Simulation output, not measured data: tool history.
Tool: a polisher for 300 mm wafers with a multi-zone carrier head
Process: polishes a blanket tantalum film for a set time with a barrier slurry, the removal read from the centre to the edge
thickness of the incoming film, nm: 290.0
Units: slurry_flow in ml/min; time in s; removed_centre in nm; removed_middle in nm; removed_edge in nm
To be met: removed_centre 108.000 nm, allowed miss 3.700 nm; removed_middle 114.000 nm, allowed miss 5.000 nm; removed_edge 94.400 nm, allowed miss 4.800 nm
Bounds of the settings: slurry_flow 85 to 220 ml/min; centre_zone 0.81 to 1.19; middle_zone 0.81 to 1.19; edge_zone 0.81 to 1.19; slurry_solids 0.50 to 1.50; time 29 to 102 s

run	hour	slurry_flow	centre_zone	middle_zone	edge_zone	slurry_solids	time	removed_centre	removed_middle	removed_edge
1	0.0	140	1.00	1.00	1.00	1.00	65	88.587	92.833	85.666
2	8.8	140	1.00	1.00	1.00	0.80	65	82.621	83.693	82.258
3	17.3	145	1.01	1.02	1.01	0.85	65	85.953	86.735	83.101
4	18.9	145	1.01	1.02	1.01	1.05	65	91.831	95.095	90.744
5	25.1	145	1.01	0.98	1.01	1.05	65	90.713	91.147	87.524
6	25.7	150	1.02	1.00	1.00	1.05	65	91.954	92.991	89.982
7	29.7	185	1.12	1.10	0.90	1.05	65	107.370	105.230	88.196
8	37.6	185	1.11	1.11	0.91	1.05	65	106.720	103.610	87.210
9	44.7	185	1.10	1.11	0.91	1.10	65	107.840	108.320	89.605
10	48.4	185	1.09	1.11	0.92	1.10	65	105.820	104.800	87.930
11	57.2	180	1.08	1.11	0.92	1.15	65	104.480	106.960	90.997
12	58.0	180	1.08	1.12	0.92	1.15	65	104.310	106.400	92.206

5 next moves are on the table. One of them brings every result within its allowed miss. Which?
A	58.8	180	1.08	1.06	1.03	1.25	61	?	?	?
B	58.8	200	1.05	1.19	1.01	1.25	61	?	?	?
C	58.8	160	1.15	1.14	1.07	1.15	60	?	?	?
D	58.8	190	1.00	1.05	0.82	0.95	76	?	?	?
E	58.8	165	1.02	1.18	0.83	1.30	63	?	?	?

move	removed_centre	removed_middle	removed_edge
A	100.670	99.169	90.408
B	99.788	110.320	90.531
C	100.710	98.656	87.105
D	107.860	113.960	93.875
E	97.529	110.760	84.232
A: further off than the last run
B: brings the result that was furthest off to its target, and leaves another outside
C: further off than the last run
D: meets every target
E: brings the result that was furthest off to its target, and leaves another outside
The right move is D.
